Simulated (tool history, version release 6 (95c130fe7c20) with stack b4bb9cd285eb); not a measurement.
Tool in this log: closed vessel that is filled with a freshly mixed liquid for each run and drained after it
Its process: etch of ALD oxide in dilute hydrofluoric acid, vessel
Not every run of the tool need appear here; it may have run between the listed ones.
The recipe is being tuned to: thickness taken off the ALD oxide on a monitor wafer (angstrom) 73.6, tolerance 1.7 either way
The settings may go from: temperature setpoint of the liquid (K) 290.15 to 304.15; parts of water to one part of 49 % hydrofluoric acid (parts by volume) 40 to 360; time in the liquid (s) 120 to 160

| run | day | temperature setpoint of the liquid (K) | parts of water to one part of 49 % hydrofluoric acid (parts by volume) | time in the liquid (s) | thickness taken off the ALD oxide on a monitor wafer (angstrom) |
|---|---|---|---|---|---|
| 1 | 0 | 296.15 | 200 | 160 | 139.95 |
| 2 | 0.092 | 295.15 | 215 | 160 | 123.55 |
| 3 | 0.242 | 295.15 | 215 | 160 | 122.31 |
| 4 | 0.608 | 294.15 | 225 | 160 | 113.28 |
| 5 | 0.767 | 293.15 | 235 | 160 | 102.56 |
| 6 | 0.879 | 292.65 | 245 | 160 | 95.757 |
| 7 | 1.2 | 292.15 | 250 | 160 | 91.524 |
| 8 | 1.496 | 291.65 | 255 | 160 | 87.218 |
| 9 | 1.542 | 291.15 | 260 | 160 | 83.19 |

Next run, 4 choices. One meets every target within its allowed miss, the rest don't. Which?
| A | 1.588 | 290.15 | 260 | 145 | ? |
| B | 1.588 | 290.65 | 275 | 145 | ? |
| C | 1.588 | 295.65 | 330 | 155 | ? |
| D | 1.588 | 290.65 | 300 | 160 | ? |

| move | thickness taken off the ALD oxide on a monitor wafer (angstrom) |
|---|---|
| A | 72.834 |
| B | 69.293 |
| C | 70.529 |
| D | 68.61 |
A: meets every target
B: moves the result that the last run missed by most past its target, out the other side
C: moves the result that the last run missed by most past its target, out the other side
D: moves the result that the last run missed by most past its target, out the other side
Correct choice: A, which meets every target

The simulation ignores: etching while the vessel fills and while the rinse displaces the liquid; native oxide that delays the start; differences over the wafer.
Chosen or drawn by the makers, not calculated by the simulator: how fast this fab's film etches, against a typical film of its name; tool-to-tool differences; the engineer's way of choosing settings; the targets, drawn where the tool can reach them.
